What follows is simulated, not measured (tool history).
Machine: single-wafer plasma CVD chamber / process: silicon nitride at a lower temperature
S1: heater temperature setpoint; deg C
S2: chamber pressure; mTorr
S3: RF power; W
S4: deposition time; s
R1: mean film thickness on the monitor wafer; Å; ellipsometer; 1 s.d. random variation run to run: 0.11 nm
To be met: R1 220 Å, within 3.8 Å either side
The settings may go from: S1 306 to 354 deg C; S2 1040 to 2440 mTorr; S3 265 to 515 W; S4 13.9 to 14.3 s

run,hour,S1,S2,S3,S4,R1
1,0,330,1740,390,13.9,191.6
2,7.6,330,1740,340,13.9,178.55
3,12.3,330,1740,340,13.9,178.14
4,20.2,330,1860,360,13.9,188.95
5,25.4,330,2170,360,13.9,193.5
6,31.8,325,2170,360,13.9,192
7,37.6,325,2230,375,13.9,199.07
8,38.2,325,2260,385,13.9,203.45
9,40.1,325,2290,395,13.9,207.89
10,46.3,325,2430,420,13.9,216.83
11,47.7,325,2430,420,13.9,214.01
12,52.7,325,2430,420,13.9,215.88

4 candidate next runs follow, results not yet known. Just one meets every target within its allowed miss. Identify it.
A,57.7,309,2280,390,14.2,?
B,57.7,321,2440,395,14,?
C,57.7,325,2330,435,14.1,?
D,57.7,333,2430,390,14.1,?

move,R1
A,209.28
B,209.88
C,220.43
D,208.8
A: moves away from the targets compared with the last run
B: moves away from the targets compared with the last run
C: in spec on every target
D: moves away from the targets compared with the last run
The move that meets every target is C.

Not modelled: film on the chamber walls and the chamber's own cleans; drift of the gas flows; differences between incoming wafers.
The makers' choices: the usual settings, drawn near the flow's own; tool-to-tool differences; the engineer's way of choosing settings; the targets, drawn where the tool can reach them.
